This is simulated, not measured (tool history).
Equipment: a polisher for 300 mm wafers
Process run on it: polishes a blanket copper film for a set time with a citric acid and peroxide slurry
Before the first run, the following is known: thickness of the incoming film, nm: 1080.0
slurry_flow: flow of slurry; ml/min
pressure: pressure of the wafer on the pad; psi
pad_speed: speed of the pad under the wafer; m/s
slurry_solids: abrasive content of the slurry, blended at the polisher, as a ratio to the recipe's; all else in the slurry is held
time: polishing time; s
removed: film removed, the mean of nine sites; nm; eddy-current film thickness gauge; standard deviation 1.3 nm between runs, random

run	day	slurry_flow	pressure	pad_speed	slurry_solids	time	removed
1	0	135	3	1.1	1	68	184.32
2	0.188	130	2.9	1.1	1	68	175.49
3	0.358	120	2.8	1.1	1	68	170.24
4	0.558	120	2.8	1.26	1	68	189.13
5	0.704	120	2.8	1.26	0.8	68	178.16
6	0.938	120	3.3	1.26	0.8	68	206.49
7	1.258	115	3	1.26	0.8	68	191.01

Forecast run 8:
8	1.321	115	2.8	1.26	0.8	68	?

removed: 175.83 nm
